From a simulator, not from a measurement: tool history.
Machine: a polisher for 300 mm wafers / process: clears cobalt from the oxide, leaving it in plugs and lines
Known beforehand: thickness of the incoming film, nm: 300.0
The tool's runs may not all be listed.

| run | hour | flow of slurry (ml/min) | pressure of the wafer on the pad (kPa) | speed of the pad under the wafer (m/s) | overpolish time after the end point (s) | time until the end point was called (s) | dishing of a wide line in a test structure (angstrom) |
|---|---|---|---|---|---|---|---|
| 1 | 0.0 | 155 | 17.2 | 1.16 | 30 | 37.550 | 664.32 |
| 2 | 3.6 | 155 | 14.5 | 1.16 | 30 | 45.634 | 633.52 |
| 3 | 6.8 | 130 | 14.5 | 1.16 | 30 | 46.713 | 627.40 |
| 4 | 10.6 | 120 | 12.4 | 1.04 | 24 | 61.529 | 557.95 |
| 5 | 17.6 | 115 | 11.0 | 0.96 | 20 | 73.041 | 483.57 |
| 6 | 20.6 | 115 | 11.0 | 0.96 | 27 | 72.436 | 534.90 |

Run 7 is up next; what results do you expect?
| 7 | 29.3 | 105 | 7.6 | 0.64 | 13 | ? | ? |

{"run 7": {"time until the end point was called (s)": 158.07, "dishing of a wide line in a test structure (angstrom)": 211.32}}
